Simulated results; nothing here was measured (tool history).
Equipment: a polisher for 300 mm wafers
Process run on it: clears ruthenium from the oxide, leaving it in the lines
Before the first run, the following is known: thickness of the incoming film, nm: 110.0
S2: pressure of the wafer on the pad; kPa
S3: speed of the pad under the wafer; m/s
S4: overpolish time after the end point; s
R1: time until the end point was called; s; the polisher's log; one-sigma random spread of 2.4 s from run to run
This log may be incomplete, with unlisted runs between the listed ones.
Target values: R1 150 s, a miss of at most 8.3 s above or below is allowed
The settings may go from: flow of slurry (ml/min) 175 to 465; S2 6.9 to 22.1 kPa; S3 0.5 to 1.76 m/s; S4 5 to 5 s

Run 1, hour 0: flow of slurry (ml/min) 295, S2 14.5 kPa, S3 1.12 m/s, S4 5 s. Result: R1 86.228 s.
Run 2, hour 5.5: flow of slurry (ml/min) 295, S2 13.1 kPa, S3 1.1 m/s, S4 5 s. Result: R1 96.9 s.
Run 3, hour 7.8: flow of slurry (ml/min) 295, S2 15.9 kPa, S3 1.1 m/s, S4 5 s. Result: R1 79.123 s.
Run 4, hour 8.7: flow of slurry (ml/min) 295, S2 15.9 kPa, S3 1.1 m/s, S4 5 s. Result: R1 79.472 s.
Run 5, hour 13.6: flow of slurry (ml/min) 355, S2 15.9 kPa, S3 1.1 m/s, S4 5 s. Result: R1 78.162 s.
Run 6, hour 19.4: flow of slurry (ml/min) 355, S2 13.8 kPa, S3 1.08 m/s, S4 5 s. Result: R1 91.808 s.
Run 7, hour 24.9: flow of slurry (ml/min) 355, S2 12.4 kPa, S3 1.06 m/s, S4 5 s. Result: R1 102.86 s.
Run 8, hour 26.8: flow of slurry (ml/min) 355, S2 8.3 kPa, S3 1 m/s, S4 5 s. Result: R1 161.08 s.

Pick the move, out of 5, that brings all results within their allowed miss; only one does.
Run A, hour 28.7: flow of slurry (ml/min) 365, S2 8.3 kPa, S3 0.88 m/s, S4 5 s. Result: R1 ?.
Run B, hour 28.7: flow of slurry (ml/min) 460, S2 9.7 kPa, S3 0.88 m/s, S4 5 s. Result: R1 ?.
Run C, hour 28.7: flow of slurry (ml/min) 345, S2 9 kPa, S3 1.2 m/s, S4 5 s. Result: R1 ?.
Run D, hour 28.7: flow of slurry (ml/min) 380, S2 8.3 kPa, S3 1.24 m/s, S4 5 s. Result: R1 ?.
Run E, hour 28.7: flow of slurry (ml/min) 310, S2 10.3 kPa, S3 1.02 m/s, S4 5 s. Result: R1 ?.

move      R1
   A  181.34
   B  154.74
   C  125.84
   D  130.94
   E  128.76
A: further off than the last run
B: hits every target within its allowed miss
C: takes the result that was furthest off past its target
D: takes the result that was furthest off past its target
E: takes the result that was furthest off past its target
B is the move that brings every result within its allowed miss.
